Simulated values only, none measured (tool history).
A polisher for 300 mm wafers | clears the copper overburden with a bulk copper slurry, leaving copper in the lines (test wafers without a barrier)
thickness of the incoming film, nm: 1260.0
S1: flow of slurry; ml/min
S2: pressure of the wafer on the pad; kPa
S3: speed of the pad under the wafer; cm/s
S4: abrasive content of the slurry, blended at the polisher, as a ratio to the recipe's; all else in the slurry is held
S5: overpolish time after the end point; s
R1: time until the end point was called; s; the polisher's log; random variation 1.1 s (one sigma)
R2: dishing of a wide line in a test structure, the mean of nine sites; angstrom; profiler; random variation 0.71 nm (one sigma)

Run 1, day 0.000: S1 145 ml/min, S2 16.5 kPa, S3 142 cm/s, S4 1.00, S5 24 s. Result: R1 101.790 s, R2 786.17 angstrom.
Run 2, day 0.142: S1 145 ml/min, S2 19.3 kPa, S3 142 cm/s, S4 1.00, S5 24 s. Result: R1 88.335 s, R2 805.72 angstrom.
Run 3, day 0.242: S1 145 ml/min, S2 21.4 kPa, S3 142 cm/s, S4 1.00, S5 24 s. Result: R1 83.809 s, R2 809.12 angstrom.
Run 4, day 0.279: S1 145 ml/min, S2 21.4 kPa, S3 142 cm/s, S4 0.90, S5 24 s. Result: R1 84.208 s, R2 832.62 angstrom.
Run 5, day 0.329: S1 145 ml/min, S2 18.6 kPa, S3 154 cm/s, S4 1.05, S5 20 s. Result: R1 86.955 s, R2 778.61 angstrom.
Run 6, day 0.633: S1 145 ml/min, S2 18.6 kPa, S3 154 cm/s, S4 1.05, S5 29 s. Result: R1 85.615 s, R2 815.11 angstrom.
Run 7, day 0.929: S1 135 ml/min, S2 15.9 kPa, S3 170 cm/s, S4 1.15, S5 24 s. Result: R1 92.649 s, R2 768.99 angstrom.
Run 8, day 1.250: S1 150 ml/min, S2 13.8 kPa, S3 182 cm/s, S4 1.25, S5 20 s. Result: R1 95.073 s, R2 721.60 angstrom.
Run 9, day 1.358: S1 165 ml/min, S2 12.4 kPa, S3 192 cm/s, S4 1.30, S5 17 s. Result: R1 97.987 s, R2 658.99 angstrom.
Run 10, day 1.571: S1 180 ml/min, S2 11.7 kPa, S3 198 cm/s, S4 1.35, S5 15 s. Result: R1 98.541 s, R2 643.68 angstrom.
Run 11, day 1.938: S1 190 ml/min, S2 11.0 kPa, S3 204 cm/s, S4 1.40, S5 13 s. Result: R1 99.453 s, R2 585.96 angstrom.
Run 12, day 2.092: S1 200 ml/min, S2 11.0 kPa, S3 208 cm/s, S4 1.40, S5 12 s. Result: R1 98.424 s, R2 586.23 angstrom.
Run 13, day 2.129: S1 205 ml/min, S2 11.0 kPa, S3 212 cm/s, S4 1.40, S5 11 s. Result: R1 96.065 s, R2 564.65 angstrom.

Forecast run 14:
Run 14, day 2.371: S1 210 ml/min, S2 11.0 kPa, S3 214 cm/s, S4 1.40, S5 10 s. Result: R1 ?, R2 ?.

Run 14 gave R1 93.591 s, R2 559.37 angstrom.

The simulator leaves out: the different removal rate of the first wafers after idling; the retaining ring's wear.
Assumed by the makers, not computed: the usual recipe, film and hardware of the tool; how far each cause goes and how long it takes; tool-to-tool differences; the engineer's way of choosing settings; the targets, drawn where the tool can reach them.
